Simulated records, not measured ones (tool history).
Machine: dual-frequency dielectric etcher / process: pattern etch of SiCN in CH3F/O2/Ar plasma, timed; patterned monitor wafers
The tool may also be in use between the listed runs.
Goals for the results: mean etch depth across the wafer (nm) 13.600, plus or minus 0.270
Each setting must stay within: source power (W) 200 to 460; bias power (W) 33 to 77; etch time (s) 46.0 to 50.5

run,hour,source power (W),bias power (W),etch time (s),mean etch depth across the wafer (nm)
1,0.0,330,55,50.5,15.609
2,6.9,330,61,50.5,15.701
3,9.2,300,59,50.0,15.128
4,10.9,350,59,50.0,15.742
5,13.9,320,56,49.0,15.030
6,22.0,270,56,49.0,14.308
7,23.0,260,55,49.0,14.019
8,27.3,250,55,49.0,14.035

Which of these 4 next moves meets every target?
A,31.6,220,56,49.0,?
B,31.6,280,77,46.0,?
C,31.6,210,65,50.5,?
D,31.6,210,51,48.5,?

move,mean etch depth across the wafer (nm)
A,13.551
B,14.635
C,14.304
D,12.985
A: every result lands within tolerance
B: misses by more than the last run did
C: misses by more than the last run did
D: takes the biggest miss from the last run beyond its target
The right move is A.
